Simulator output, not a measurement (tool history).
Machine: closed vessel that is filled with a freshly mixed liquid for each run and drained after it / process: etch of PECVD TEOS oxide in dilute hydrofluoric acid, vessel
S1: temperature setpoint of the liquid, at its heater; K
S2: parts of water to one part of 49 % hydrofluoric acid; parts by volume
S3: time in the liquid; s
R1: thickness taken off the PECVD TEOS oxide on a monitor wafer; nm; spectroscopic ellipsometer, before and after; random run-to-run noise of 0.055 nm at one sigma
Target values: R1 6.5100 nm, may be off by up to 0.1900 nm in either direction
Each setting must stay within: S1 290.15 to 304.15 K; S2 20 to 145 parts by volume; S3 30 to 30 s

{"run": 1, "hour": 0.0, "S1": 296.15, "S2": 80, "S3": 30, "R1": 4.7396}
{"run": 2, "hour": 9.2, "S1": 296.15, "S2": 80, "S3": 30, "R1": 4.6976}
{"run": 3, "hour": 12.1, "S1": 296.15, "S2": 100, "S3": 30, "R1": 3.6707}
{"run": 4, "hour": 13.1, "S1": 297.65, "S2": 95, "S3": 30, "R1": 4.1271}
{"run": 5, "hour": 19.3, "S1": 297.65, "S2": 110, "S3": 30, "R1": 3.55}
{"run": 6, "hour": 28.4, "S1": 297.65, "S2": 110, "S3": 30, "R1": 3.5708}
{"run": 7, "hour": 37.5, "S1": 301.65, "S2": 80, "S3": 30, "R1": 5.9872}
{"run": 8, "hour": 46.3, "S1": 302.15, "S2": 80, "S3": 30, "R1": 5.963}
{"run": 9, "hour": 49.9, "S1": 302.65, "S2": 80, "S3": 30, "R1": 6.0943}

Exercise: of the 5 proposed moves below, exactly one satisfies all targets within the stated allowed misses. Which move is it?
{"run": "A", "hour": 53.5, "S1": 303.65, "S2": 75, "S3": 30, "R1": "?"}
{"run": "B", "hour": 53.5, "S1": 304.15, "S2": 85, "S3": 30, "R1": "?"}
{"run": "C", "hour": 53.5, "S1": 304.15, "S2": 75, "S3": 30, "R1": "?"}
{"run": "D", "hour": 53.5, "S1": 302.15, "S2": 75, "S3": 30, "R1": "?"}
{"run": "E", "hour": 53.5, "S1": 302.65, "S2": 70, "S3": 30, "R1": "?"}

move=A R1=6.8655
move=B R1=6.0826
move=C R1=6.9975
move=D R1=6.4811
move=E R1=7.1313
A: takes the result that was furthest off past its target
B: roughly where the last run was
C: takes the result that was furthest off past its target
D: hits every target within its allowed miss
E: takes the result that was furthest off past its target
D is the move that brings every result within its allowed miss.

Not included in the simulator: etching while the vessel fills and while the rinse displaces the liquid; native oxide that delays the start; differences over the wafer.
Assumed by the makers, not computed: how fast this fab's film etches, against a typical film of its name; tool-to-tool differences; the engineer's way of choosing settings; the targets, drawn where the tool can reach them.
